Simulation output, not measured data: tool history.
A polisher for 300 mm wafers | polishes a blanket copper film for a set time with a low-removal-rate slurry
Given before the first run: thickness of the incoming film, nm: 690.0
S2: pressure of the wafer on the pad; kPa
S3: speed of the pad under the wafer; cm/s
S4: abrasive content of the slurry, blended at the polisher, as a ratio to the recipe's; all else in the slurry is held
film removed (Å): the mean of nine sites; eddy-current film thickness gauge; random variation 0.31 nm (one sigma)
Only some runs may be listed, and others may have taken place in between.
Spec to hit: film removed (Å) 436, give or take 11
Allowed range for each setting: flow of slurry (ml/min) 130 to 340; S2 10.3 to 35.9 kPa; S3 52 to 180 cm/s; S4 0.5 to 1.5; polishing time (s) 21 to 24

{"run": 1, "hour": 0.0, "flow of slurry (ml/min)": 220, "S2": 22.8, "S3": 116, "S4": 1, "polishing time (s)": 24, "film removed (Å)": 1045.5}
{"run": 2, "hour": 3.2, "flow of slurry (ml/min)": 220, "S2": 20.7, "S3": 116, "S4": 1, "polishing time (s)": 24, "film removed (Å)": 950.56}
{"run": 3, "hour": 8.1, "flow of slurry (ml/min)": 220, "S2": 20.7, "S3": 116, "S4": 1, "polishing time (s)": 24, "film removed (Å)": 943.45}
{"run": 4, "hour": 14.2, "flow of slurry (ml/min)": 250, "S2": 20.7, "S3": 116, "S4": 1, "polishing time (s)": 24, "film removed (Å)": 972.09}
{"run": 5, "hour": 15.2, "flow of slurry (ml/min)": 250, "S2": 15.2, "S3": 116, "S4": 1, "polishing time (s)": 24, "film removed (Å)": 713.95}
{"run": 6, "hour": 18.5, "flow of slurry (ml/min)": 245, "S2": 14.5, "S3": 112, "S4": 1, "polishing time (s)": 24, "film removed (Å)": 658.55}
{"run": 7, "hour": 19.4, "flow of slurry (ml/min)": 240, "S2": 13.8, "S3": 108, "S4": 1, "polishing time (s)": 24, "film removed (Å)": 611.55}
{"run": 8, "hour": 27.3, "flow of slurry (ml/min)": 235, "S2": 13.1, "S3": 106, "S4": 1, "polishing time (s)": 24, "film removed (Å)": 563.94}
{"run": 9, "hour": 29.6, "flow of slurry (ml/min)": 220, "S2": 12.4, "S3": 106, "S4": 1, "polishing time (s)": 24, "film removed (Å)": 537.15}
{"run": 10, "hour": 37.7, "flow of slurry (ml/min)": 210, "S2": 11.7, "S3": 106, "S4": 1, "polishing time (s)": 24, "film removed (Å)": 502.03}
{"run": 11, "hour": 42.5, "flow of slurry (ml/min)": 195, "S2": 11.7, "S3": 106, "S4": 1, "polishing time (s)": 24, "film removed (Å)": 505.07}
{"run": 12, "hour": 50.6, "flow of slurry (ml/min)": 185, "S2": 11.7, "S3": 106, "S4": 1, "polishing time (s)": 24, "film removed (Å)": 490.94}
{"run": 13, "hour": 58.4, "flow of slurry (ml/min)": 175, "S2": 11.7, "S3": 106, "S4": 1, "polishing time (s)": 24, "film removed (Å)": 488.03}
{"run": 14, "hour": 63.7, "flow of slurry (ml/min)": 170, "S2": 11.7, "S3": 106, "S4": 1, "polishing time (s)": 24, "film removed (Å)": 489.63}

4 next moves are on the table. One of them brings every result within its allowed miss. Which?
{"run": "A", "hour": 69.0, "flow of slurry (ml/min)": 170, "S2": 10.3, "S3": 110, "S4": 1.05, "polishing time (s)": 21, "film removed (Å)": "?"}
{"run": "B", "hour": 69.0, "flow of slurry (ml/min)": 145, "S2": 14.5, "S3": 82, "S4": 1, "polishing time (s)": 21, "film removed (Å)": "?"}
{"run": "C", "hour": 69.0, "flow of slurry (ml/min)": 165, "S2": 10.3, "S3": 128, "S4": 0.75, "polishing time (s)": 21, "film removed (Å)": "?"}
{"run": "D", "hour": 69.0, "flow of slurry (ml/min)": 180, "S2": 12.4, "S3": 96, "S4": 0.95, "polishing time (s)": 21, "film removed (Å)": "?"}

move=A film_removed_(Å)=399.91
move=B film_removed_(Å)=401.63
move=C film_removed_(Å)=437.16
move=D film_removed_(Å)=412.31
A: takes the result that was furthest off past its target
B: takes the result that was furthest off past its target
C: meets every target
D: takes the result that was furthest off past its target
So the answer is move C, the one that meets all the targets.
